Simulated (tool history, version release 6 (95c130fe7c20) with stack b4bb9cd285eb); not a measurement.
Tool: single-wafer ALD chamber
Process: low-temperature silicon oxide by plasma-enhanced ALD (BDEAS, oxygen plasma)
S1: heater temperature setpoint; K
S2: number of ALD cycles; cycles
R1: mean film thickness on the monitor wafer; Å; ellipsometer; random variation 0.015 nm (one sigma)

Run 1, hour 0: S1 368.15 K, S2 44 cycles. Result: R1 59.459 Å.
Run 2, hour 5.1: S1 358.15 K, S2 44 cycles. Result: R1 61.628 Å.
Run 3, hour 6.9: S1 357.15 K, S2 44 cycles. Result: R1 61.669 Å.
Run 4, hour 10.7: S1 364.15 K, S2 44 cycles. Result: R1 60.206 Å.
Run 5, hour 11.4: S1 370.15 K, S2 44 cycles. Result: R1 58.899 Å.
Run 6, hour 19.7: S1 360.15 K, S2 44 cycles. Result: R1 60.983 Å.

The next listed run, before its measurement:
Run 7, hour 21.7: S1 359.15 K, S2 44 cycles. Result: R1 ?.

Run 7 gave R1 61.315 Å.
